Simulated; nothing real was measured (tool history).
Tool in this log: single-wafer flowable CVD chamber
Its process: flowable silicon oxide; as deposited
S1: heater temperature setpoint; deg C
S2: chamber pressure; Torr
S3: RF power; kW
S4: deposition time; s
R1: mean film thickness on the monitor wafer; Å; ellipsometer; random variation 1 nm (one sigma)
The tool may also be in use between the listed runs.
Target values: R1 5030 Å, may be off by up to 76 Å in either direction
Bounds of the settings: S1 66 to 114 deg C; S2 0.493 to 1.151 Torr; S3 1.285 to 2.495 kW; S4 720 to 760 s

run	hour	S1	S2	S3	S4	R1
1	0	90	0.822	1.89	760	7340.9
2	5.7	90	0.822	1.645	760	7109.7
3	10.9	90	0.822	1.89	760	7373.1
4	19	90	0.822	2.155	760	7559.6
5	21.6	94	0.822	2.155	760	6475.6
6	24.9	88	0.822	2.155	760	8056.2
7	31.3	93	0.822	2.155	760	6718.9
8	36	96	0.822	2.155	760	5989.3
9	41.4	98	0.822	2.155	760	5583.4
10	48.3	99	0.822	2.155	760	5381.8
11	50.8	100	0.822	2.155	760	5161.5

Pick the move, out of 4, that brings all results within their allowed miss; only one does.
A	53.3	101	0.862	2.42	760	?
B	53.3	98	0.721	2.22	750	?
C	53.3	102	0.887	2.195	740	?
D	53.3	96	0.772	2.115	740	?

move	R1
A	5288.8
B	4885.9
C	5018
D	5492
A: further off than the last run
B: takes the result that was furthest off past its target
C: meets every target
D: further off than the last run
Go with C: it meets all targets.
